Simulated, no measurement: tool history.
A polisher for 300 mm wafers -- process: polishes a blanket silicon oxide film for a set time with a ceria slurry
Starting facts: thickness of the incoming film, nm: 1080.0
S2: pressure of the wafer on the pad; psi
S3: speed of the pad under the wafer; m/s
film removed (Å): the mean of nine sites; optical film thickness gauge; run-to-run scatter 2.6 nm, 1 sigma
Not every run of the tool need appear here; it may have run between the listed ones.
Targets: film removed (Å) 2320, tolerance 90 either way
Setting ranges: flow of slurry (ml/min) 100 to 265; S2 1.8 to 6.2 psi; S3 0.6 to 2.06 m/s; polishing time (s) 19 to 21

run 1 hour=0 | flow_of_slurry_(ml/min)=170 S2=4 S3=1.32 polishing_time_(s)=21 | film_removed_(Å)=1589.5
run 2 hour=5.1 | flow_of_slurry_(ml/min)=170 S2=4.3 S3=1.32 polishing_time_(s)=21 | film_removed_(Å)=1675.8
run 3 hour=8.5 | flow_of_slurry_(ml/min)=170 S2=4.6 S3=1.32 polishing_time_(s)=21 | film_removed_(Å)=1827.5
run 4 hour=11.5 | flow_of_slurry_(ml/min)=170 S2=4.6 S3=1.32 polishing_time_(s)=19 | film_removed_(Å)=1622.1
run 5 hour=18.9 | flow_of_slurry_(ml/min)=170 S2=3.8 S3=1.32 polishing_time_(s)=19 | film_removed_(Å)=1356.1
run 6 hour=26.6 | flow_of_slurry_(ml/min)=170 S2=4.2 S3=1.32 polishing_time_(s)=19 | film_removed_(Å)=1485
run 7 hour=29.5 | flow_of_slurry_(ml/min)=185 S2=5.3 S3=1.36 polishing_time_(s)=19 | film_removed_(Å)=1957.3
run 8 hour=35.4 | flow_of_slurry_(ml/min)=185 S2=5.5 S3=1.36 polishing_time_(s)=19 | film_removed_(Å)=2042.8
run 9 hour=39.2 | flow_of_slurry_(ml/min)=185 S2=5.6 S3=1.36 polishing_time_(s)=19 | film_removed_(Å)=2069.5
run 10 hour=41.6 | flow_of_slurry_(ml/min)=185 S2=5.7 S3=1.36 polishing_time_(s)=19 | film_removed_(Å)=2121.7

Pick the move, out of 5, that brings all results within their allowed miss; only one does.
run A hour=44 | flow_of_slurry_(ml/min)=185 S2=6.2 S3=1.34 polishing_time_(s)=21 | film_removed_(Å)=?
run B hour=44 | flow_of_slurry_(ml/min)=205 S2=5.8 S3=1.38 polishing_time_(s)=20 | film_removed_(Å)=?
run C hour=44 | flow_of_slurry_(ml/min)=205 S2=5.7 S3=1.46 polishing_time_(s)=21 | film_removed_(Å)=?
run D hour=44 | flow_of_slurry_(ml/min)=165 S2=6.1 S3=1.22 polishing_time_(s)=20 | film_removed_(Å)=?
run E hour=44 | flow_of_slurry_(ml/min)=150 S2=6.1 S3=1.56 polishing_time_(s)=19 | film_removed_(Å)=?

move=A film_removed_(Å)=2466.8
move=B film_removed_(Å)=2297.3
move=C film_removed_(Å)=2505
move=D film_removed_(Å)=2075.2
move=E film_removed_(Å)=2465
A: pushes the last run's worst result past its target
B: meets every target
C: pushes the last run's worst result past its target
D: the biggest miss grows against the last run
E: pushes the last run's worst result past its target
So the answer is move B, the one that meets all the targets.
